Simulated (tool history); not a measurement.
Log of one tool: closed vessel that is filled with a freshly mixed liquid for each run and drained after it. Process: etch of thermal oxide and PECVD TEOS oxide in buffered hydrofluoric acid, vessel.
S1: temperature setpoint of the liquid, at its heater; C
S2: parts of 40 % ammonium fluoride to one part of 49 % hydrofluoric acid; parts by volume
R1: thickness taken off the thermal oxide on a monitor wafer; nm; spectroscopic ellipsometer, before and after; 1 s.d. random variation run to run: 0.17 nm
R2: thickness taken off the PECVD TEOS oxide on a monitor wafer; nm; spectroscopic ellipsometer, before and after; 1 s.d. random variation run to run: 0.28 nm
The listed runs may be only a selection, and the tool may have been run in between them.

run 1 day=0 | S1=21 S2=14 time_in_the_liquid_(s)=60 | R1=49.061 R2=83.625
run 2 day=0.146 | S1=18 S2=14 time_in_the_liquid_(s)=60 | R1=41.44 R2=70.488
run 3 day=0.2 | S1=18 S2=15 time_in_the_liquid_(s)=60 | R1=38.308 R2=65.543
run 4 day=0.379 | S1=18 S2=12.5 time_in_the_liquid_(s)=60 | R1=46.021 R2=79.565
run 5 day=0.467 | S1=18 S2=13.5 time_in_the_liquid_(s)=60 | R1=42.214 R2=72.93
run 6 day=0.812 | S1=18 S2=13.5 time_in_the_liquid_(s)=40 | R1=27.994 R2=48.376
run 7 day=1.088 | S1=18 S2=14 time_in_the_liquid_(s)=40 | R1=27.074 R2=46.721
run 8 day=1.188 | S1=18 S2=14.5 time_in_the_liquid_(s)=40 | R1=26.546 R2=45.177
run 9 day=1.462 | S1=18 S2=14.5 time_in_the_liquid_(s)=40 | R1=26.38 R2=45.845
-- day=1.629 hydrofluoric acid flow meter replaced
run 10 day=1.629 | S1=18 S2=15 time_in_the_liquid_(s)=40 | R1=24.092 R2=41.07

The next listed run, before its measurement:
run 11 day=1.808 | S1=17.5 S2=15.5 time_in_the_liquid_(s)=40 | R1=? R2=?

R1: 22.634 nm
R2: 38.759 nm

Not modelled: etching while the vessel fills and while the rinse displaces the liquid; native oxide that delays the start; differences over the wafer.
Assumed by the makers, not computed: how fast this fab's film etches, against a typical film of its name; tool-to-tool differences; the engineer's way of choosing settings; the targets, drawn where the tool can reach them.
